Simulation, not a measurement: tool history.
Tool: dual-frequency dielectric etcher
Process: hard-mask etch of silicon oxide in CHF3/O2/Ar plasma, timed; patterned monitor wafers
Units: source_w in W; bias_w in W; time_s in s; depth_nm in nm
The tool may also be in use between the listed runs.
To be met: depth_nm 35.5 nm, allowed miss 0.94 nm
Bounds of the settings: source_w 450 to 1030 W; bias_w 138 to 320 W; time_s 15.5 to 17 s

run,hour,source_w,bias_w,time_s,depth_nm
1,0,740,229,17,40.267
2,5.4,740,266,17,42.873
3,11.4,840,266,17,44.827
4,13.8,900,266,17,46.068
5,22.6,850,256,17,44.353
6,28.1,850,256,17,44.677
7,36.8,800,249,17,43.184
8,40,760,241,17,41.861
9,44.6,730,234,17,40.527
10,50.2,700,230,17,39.73
11,56.2,670,227,17,38.708
12,58,650,225,17,38.171
13,60.4,630,223,17,37.404
14,64.9,620,222,17,37.254
15,71.4,540,212,17,34.629

4 next moves are on the table. One of them brings every result within its allowed miss. Which?
A,77.9,530,231,15.5,?
B,77.9,510,193,17,?
C,77.9,630,185,17,?
D,77.9,490,212,17,?

move,depth_nm
A,32.193
B,32.565
C,35.132
D,33.095
A: further off than the last run
B: further off than the last run
C: meets every target
D: further off than the last run
Move C is the one to make.
